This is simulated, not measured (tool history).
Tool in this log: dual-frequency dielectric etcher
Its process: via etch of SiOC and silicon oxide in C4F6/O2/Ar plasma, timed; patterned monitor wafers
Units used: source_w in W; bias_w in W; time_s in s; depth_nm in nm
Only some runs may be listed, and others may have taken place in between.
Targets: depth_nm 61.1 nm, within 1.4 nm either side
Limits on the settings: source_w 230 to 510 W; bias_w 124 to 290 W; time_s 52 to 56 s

run,day,source_w,bias_w,time_s,depth_nm
1,0,370,207,56,71.025
2,0.338,370,236,56,74.526
3,0.683,330,222,55.5,69.984
4,0.862,330,252,55.5,73.926
5,1,330,236,55.5,71.597
6,1.075,330,218,55.5,69.619
7,1.325,310,206,55,66.113
8,1.488,290,202,55,65.513
9,1.546,280,195,54.5,63.379
10,1.775,280,195,54.5,63.191

Consider the 5 candidate settings below. Which is the only one whose results all fall within their allowed miss of target?
A,2.004,350,180,56,?
B,2.004,280,194,53,?
C,2.004,250,207,56,?
D,2.004,280,194,56,?
E,2.004,300,194,56,?

move,depth_nm
A,65.718
B,60.915
C,64.498
D,64.363
E,65.33
A: lands further from the targets than the last run did
B: each result inside its tolerance
C: lands further from the targets than the last run did
D: lands further from the targets than the last run did
E: lands further from the targets than the last run did
So the answer is move B, the one that meets all the targets.
